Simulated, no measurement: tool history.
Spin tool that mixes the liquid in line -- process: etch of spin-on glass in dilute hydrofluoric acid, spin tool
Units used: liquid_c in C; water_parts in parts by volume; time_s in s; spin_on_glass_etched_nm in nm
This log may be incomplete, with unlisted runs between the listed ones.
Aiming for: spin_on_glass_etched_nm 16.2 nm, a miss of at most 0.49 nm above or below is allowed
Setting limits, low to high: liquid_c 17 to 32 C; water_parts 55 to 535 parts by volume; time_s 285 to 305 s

run 1 hour=0 | liquid_c=24 water_parts=295 time_s=285 | spin_on_glass_etched_nm=23.957
run 2 hour=1.4 | liquid_c=23.5 water_parts=300 time_s=285 | spin_on_glass_etched_nm=23.704
run 3 hour=8.4 | liquid_c=23.5 water_parts=300 time_s=285 | spin_on_glass_etched_nm=23.167
run 4 hour=15 | liquid_c=23.5 water_parts=255 time_s=285 | spin_on_glass_etched_nm=28.752
run 5 hour=15.6 | liquid_c=23.5 water_parts=255 time_s=285 | spin_on_glass_etched_nm=28.519
run 6 hour=22.2 | liquid_c=23.5 water_parts=255 time_s=285 | spin_on_glass_etched_nm=29.148
run 7 hour=24.6 | liquid_c=23 water_parts=265 time_s=285 | spin_on_glass_etched_nm=26.991
run 8 hour=30.9 | liquid_c=22.5 water_parts=275 time_s=285 | spin_on_glass_etched_nm=25.193

Exactly one of the 5 candidate moves below puts every result within its allowed miss. Which one?
run A hour=37.2 | liquid_c=21.5 water_parts=315 time_s=285 | spin_on_glass_etched_nm=?
run B hour=37.2 | liquid_c=23 water_parts=185 time_s=305 | spin_on_glass_etched_nm=?
run C hour=37.2 | liquid_c=25 water_parts=410 time_s=285 | spin_on_glass_etched_nm=?
run D hour=37.2 | liquid_c=23 water_parts=345 time_s=285 | spin_on_glass_etched_nm=?
run E hour=37.2 | liquid_c=20.5 water_parts=240 time_s=285 | spin_on_glass_etched_nm=?

move=A spin_on_glass_etched_nm=20.649
move=B spin_on_glass_etched_nm=45.176
move=C spin_on_glass_etched_nm=16.385
move=D spin_on_glass_etched_nm=19.33
move=E spin_on_glass_etched_nm=28.02
A: nearer than the last run, and not there yet
B: its largest miss is bigger than the last run's
C: in spec on every target
D: nearer than the last run, and not there yet
E: its largest miss is bigger than the last run's
Answer: C

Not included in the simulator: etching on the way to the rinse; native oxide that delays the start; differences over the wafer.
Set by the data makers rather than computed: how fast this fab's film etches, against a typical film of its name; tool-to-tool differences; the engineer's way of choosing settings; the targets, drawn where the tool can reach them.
